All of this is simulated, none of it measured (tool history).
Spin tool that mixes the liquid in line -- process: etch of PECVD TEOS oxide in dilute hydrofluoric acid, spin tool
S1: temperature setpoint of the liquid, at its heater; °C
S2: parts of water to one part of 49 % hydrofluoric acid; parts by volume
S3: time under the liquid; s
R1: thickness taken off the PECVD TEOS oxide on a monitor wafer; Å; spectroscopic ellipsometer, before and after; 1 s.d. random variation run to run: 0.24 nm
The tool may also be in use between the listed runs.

run	hour	S1	S2	S3	R1
1	0.0	24.0	290	300	152.54
2	6.9	21.5	290	300	140.87
3	11.7	24.5	290	300	155.43
4	16.4	25.5	270	300	177.40
5	24.1	26.5	255	300	197.97
6	24.7	28.0	255	300	207.14
7	31.8	28.5	240	300	226.51
8	40.5	28.5	240	300	227.39
9	44.4	29.0	230	300	247.37
10	45.4	29.5	225	300	254.85
11	46.7	30.0	220	300	264.82
12	49.2	30.5	215	300	280.60
13	53.2	30.5	210	300	290.54
14	59.4	30.5	205	300	293.19
15	63.5	30.5	200	300	301.71

Expected results for the next run?
16	65.7	30.5	195	300	?

R1: 317.11 Å

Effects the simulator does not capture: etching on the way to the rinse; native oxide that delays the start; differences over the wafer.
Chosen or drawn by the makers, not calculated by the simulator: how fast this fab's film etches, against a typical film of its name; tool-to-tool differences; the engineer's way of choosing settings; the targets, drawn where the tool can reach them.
